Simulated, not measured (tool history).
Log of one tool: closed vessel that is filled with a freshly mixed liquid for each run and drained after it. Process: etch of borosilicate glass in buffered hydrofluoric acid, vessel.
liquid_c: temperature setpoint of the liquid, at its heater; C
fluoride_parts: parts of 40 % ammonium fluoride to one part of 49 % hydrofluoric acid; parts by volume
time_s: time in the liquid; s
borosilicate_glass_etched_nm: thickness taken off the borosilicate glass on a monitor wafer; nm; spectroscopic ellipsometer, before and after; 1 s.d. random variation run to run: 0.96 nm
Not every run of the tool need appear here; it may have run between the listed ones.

run,hour,liquid_c,fluoride_parts,time_s,borosilicate_glass_etched_nm
1,0.0,25.0,17,85,68.077
2,6.8,25.0,17,85,66.037
3,9.7,25.0,17,85,67.572
4,18.0,22.0,17,85,57.609
5,22.6,22.0,12,85,79.778
6,28.8,23.5,12,85,86.528
7,38.0,24.5,12,85,92.600

What will run 8 give?
8,45.7,25.0,12,85,?

{"run 8": {"borosilicate_glass_etched_nm": 94.623}}

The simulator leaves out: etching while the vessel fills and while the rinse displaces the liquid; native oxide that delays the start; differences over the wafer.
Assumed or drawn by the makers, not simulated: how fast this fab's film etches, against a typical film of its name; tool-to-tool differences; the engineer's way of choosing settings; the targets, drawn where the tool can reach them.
